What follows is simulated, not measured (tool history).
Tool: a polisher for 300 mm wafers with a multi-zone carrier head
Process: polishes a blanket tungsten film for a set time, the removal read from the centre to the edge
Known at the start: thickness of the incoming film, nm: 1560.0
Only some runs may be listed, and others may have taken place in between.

run  hour  flow of slurry (ml/min)  pressure of the head's centre zone  pressure of the head's middle zone  pressure of the head's edge zone  abrasive content of the slurry  polishing time (s)  film removed at the wafer's centre (angstrom)  film removed at mid-radius (angstrom)  film removed at the wafer's edge (angstrom)
  1     0                      215                                   1                                   1                                 1                               1                  67                                         4220.1                                 4020.5                                       4064.4
  2   2.6                      205                                0.98                                1.01                              0.98                               1                  67                                         4142.3                                 4017.2                                       4029.7
  3     8                      205                                0.98                                1.01                              1.03                               1                  67                                           4003                                 4097.4                                       4171.9
  4  10.6                      200                                0.97                                1.03                                 1                            0.95                  67                                           3965                                 4012.5                                         3975
  5  13.8                      200                                1.04                                1.03                                 1                            0.95                  67                                         4221.4                                 4110.5                                       4029.6
  6  20.8                      200                                1.04                                1.03                              1.03                            0.95                  67                                         4242.5                                 4031.5                                       4024.6

Run 7 comes next. What will it give?
     22.7  -- slurry nozzle cleaned
  7  22.7                      195                                1.02                                1.05                              1.01                             0.9                  67                                              ?                                      ?                                            ?

Run 7 came out at film removed at the wafer's centre (angstrom) 4289.6, film removed at mid-radius (angstrom) 4241.7, film removed at the wafer's edge (angstrom) 4060.9.
